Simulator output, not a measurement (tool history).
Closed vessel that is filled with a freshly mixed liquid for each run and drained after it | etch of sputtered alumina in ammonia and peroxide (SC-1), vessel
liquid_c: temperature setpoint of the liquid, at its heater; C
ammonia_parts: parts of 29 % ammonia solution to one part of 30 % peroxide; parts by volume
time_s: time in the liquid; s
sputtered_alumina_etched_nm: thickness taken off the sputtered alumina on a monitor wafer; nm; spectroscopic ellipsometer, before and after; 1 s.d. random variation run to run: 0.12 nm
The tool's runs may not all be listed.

run,hour,liquid_c,ammonia_parts,time_s,sputtered_alumina_etched_nm
1,0,62,0.5,295,23.576
2,3.6,62,0.7,295,24.578
3,5.1,62,0.7,320,26.818
4,6.6,60.5,0.7,320,24.439
5,8.8,60.5,0.7,320,24.771
6,9.6,59,0.7,320,22.688
7,16.9,58,0.7,320,21.462
8,18.4,57,0.7,320,20.803
9,22.5,56,0.7,320,19.389
# hour 26.6: thermometer replaced
10,26.6,55,0.7,320,17.459

For run 11, what comes out?
11,27.4,54.5,0.7,320,?

Run 11 yielded sputtered_alumina_etched_nm 16.87 nm.
